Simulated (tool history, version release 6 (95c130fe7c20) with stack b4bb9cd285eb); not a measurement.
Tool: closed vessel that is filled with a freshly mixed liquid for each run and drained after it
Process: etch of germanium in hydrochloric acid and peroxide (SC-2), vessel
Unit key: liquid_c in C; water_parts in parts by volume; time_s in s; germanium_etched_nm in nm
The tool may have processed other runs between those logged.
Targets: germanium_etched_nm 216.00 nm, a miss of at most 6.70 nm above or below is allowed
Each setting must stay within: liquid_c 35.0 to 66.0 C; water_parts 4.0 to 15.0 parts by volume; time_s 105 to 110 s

run 1 hour=0.0 | liquid_c=50.0 water_parts=8.5 time_s=105 | germanium_etched_nm=274.07
run 2 hour=6.9 | liquid_c=48.0 water_parts=8.5 time_s=105 | germanium_etched_nm=260.17
run 3 hour=13.2 | liquid_c=44.5 water_parts=8.5 time_s=105 | germanium_etched_nm=227.08
run 4 hour=22.4 | liquid_c=44.5 water_parts=8.5 time_s=110 | germanium_etched_nm=243.38
run 5 hour=27.7 | liquid_c=44.5 water_parts=8.5 time_s=110 | germanium_etched_nm=242.54
run 6 hour=31.7 | liquid_c=50.0 water_parts=8.5 time_s=110 | germanium_etched_nm=291.59
run 7 hour=40.5 | liquid_c=47.5 water_parts=8.5 time_s=110 | germanium_etched_nm=268.00
run 8 hour=43.7 | liquid_c=46.0 water_parts=8.5 time_s=110 | germanium_etched_nm=252.28
run 9 hour=48.3 | liquid_c=45.0 water_parts=8.5 time_s=110 | germanium_etched_nm=245.46

5 candidate next runs follow, results not yet known. Just one meets every target within its allowed miss. Identify it.
run A hour=52.9 | liquid_c=43.5 water_parts=9.5 time_s=110 | germanium_etched_nm=?
run B hour=52.9 | liquid_c=40.5 water_parts=6.5 time_s=105 | germanium_etched_nm=?
run C hour=52.9 | liquid_c=43.0 water_parts=7.5 time_s=110 | germanium_etched_nm=?
run D hour=52.9 | liquid_c=40.0 water_parts=9.5 time_s=105 | germanium_etched_nm=?
run E hour=52.9 | liquid_c=42.0 water_parts=10.0 time_s=110 | germanium_etched_nm=?

move=A germanium_etched_nm=230.58
move=B germanium_etched_nm=203.43
move=C germanium_etched_nm=230.36
move=D germanium_etched_nm=195.83
move=E germanium_etched_nm=218.49
A: better than the last run, though not everything is in spec
B: carries the result that was furthest off beyond its target, to the other side
C: better than the last run, though not everything is in spec
D: carries the result that was furthest off beyond its target, to the other side
E: all results in spec
The move that meets every target is E.
